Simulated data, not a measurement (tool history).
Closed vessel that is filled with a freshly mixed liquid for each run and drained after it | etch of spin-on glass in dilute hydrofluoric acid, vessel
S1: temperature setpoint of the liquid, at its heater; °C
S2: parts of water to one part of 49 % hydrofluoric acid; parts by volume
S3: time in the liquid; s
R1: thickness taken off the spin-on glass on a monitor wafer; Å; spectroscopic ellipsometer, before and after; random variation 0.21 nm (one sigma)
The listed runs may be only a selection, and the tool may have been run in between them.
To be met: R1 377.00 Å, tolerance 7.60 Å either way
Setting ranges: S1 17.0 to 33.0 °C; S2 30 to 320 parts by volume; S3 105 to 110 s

run	hour	S1	S2	S3	R1
1	0.0	25.0	175	105	192.67
2	5.1	27.5	160	105	233.68
3	9.2	29.0	145	105	278.32
4	16.3	29.0	145	110	291.64
5	25.4	30.0	140	110	315.05
6	27.5	31.0	135	110	339.98
7	35.8	31.5	135	110	350.32
8	41.6	32.0	135	110	353.78
9	43.4	32.5	135	110	360.34
10	45.3	33.0	135	110	366.20

Exactly one of the 5 candidate moves below puts every result within its allowed miss. Which one?
A	47.2	32.5	130	105	?
B	47.2	33.0	140	110	?
C	47.2	33.0	130	105	?
D	47.2	32.0	130	105	?
E	47.2	32.5	125	105	?

move	R1
A	360.78
B	352.18
C	367.25
D	354.39
E	377.91
A: moves away from the targets compared with the last run
B: moves away from the targets compared with the last run
C: gains on the last run, yet a result remains outside its allowed miss
D: moves away from the targets compared with the last run
E: hits every target within its allowed miss
Answer: E
